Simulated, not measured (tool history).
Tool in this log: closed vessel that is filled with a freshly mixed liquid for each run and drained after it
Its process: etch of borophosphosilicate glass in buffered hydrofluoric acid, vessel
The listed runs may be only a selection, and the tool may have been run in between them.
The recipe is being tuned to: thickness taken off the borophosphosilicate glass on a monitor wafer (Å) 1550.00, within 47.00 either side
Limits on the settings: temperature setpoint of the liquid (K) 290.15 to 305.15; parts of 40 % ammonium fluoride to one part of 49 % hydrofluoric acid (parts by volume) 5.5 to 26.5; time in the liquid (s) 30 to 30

| run | day | temperature setpoint of the liquid (K) | parts of 40 % ammonium fluoride to one part of 49 % hydrofluoric acid (parts by volume) | time in the liquid (s) | thickness taken off the borophosphosilicate glass on a monitor wafer (Å) |
|---|---|---|---|---|---|
| 1 | 0.000 | 297.15 | 16.0 | 30 | 681.48 |
| 2 | 0.204 | 299.65 | 14.0 | 30 | 885.37 |
| 3 | 0.271 | 301.15 | 12.5 | 30 | 1044.80 |
| 4 | 0.479 | 304.15 | 12.5 | 30 | 1238.50 |
| 5 | 0.529 | 304.15 | 16.5 | 30 | 954.38 |
| 6 | 0.812 | 304.15 | 12.5 | 30 | 1240.30 |
| 7 | 0.900 | 304.65 | 11.5 | 30 | 1359.10 |
| 8 | 1.158 | 304.65 | 11.0 | 30 | 1439.60 |

Which single option among these 4 for the next run brings every result within its allowed miss of target? Just one does.
| A | 1.417 | 301.65 | 8.5 | 30 | ? |
| B | 1.417 | 305.15 | 12.0 | 30 | ? |
| C | 1.417 | 305.15 | 10.0 | 30 | ? |
| D | 1.417 | 302.65 | 10.0 | 30 | ? |

| move | thickness taken off the borophosphosilicate glass on a monitor wafer (Å) |
|---|---|
| A | 1541.90 |
| B | 1359.00 |
| C | 1624.30 |
| D | 1427.30 |
A: hits every target within its allowed miss
B: its largest miss is bigger than the last run's
C: takes the biggest miss from the last run beyond its target
D: its largest miss is bigger than the last run's
A is the move that brings every result within its allowed miss.
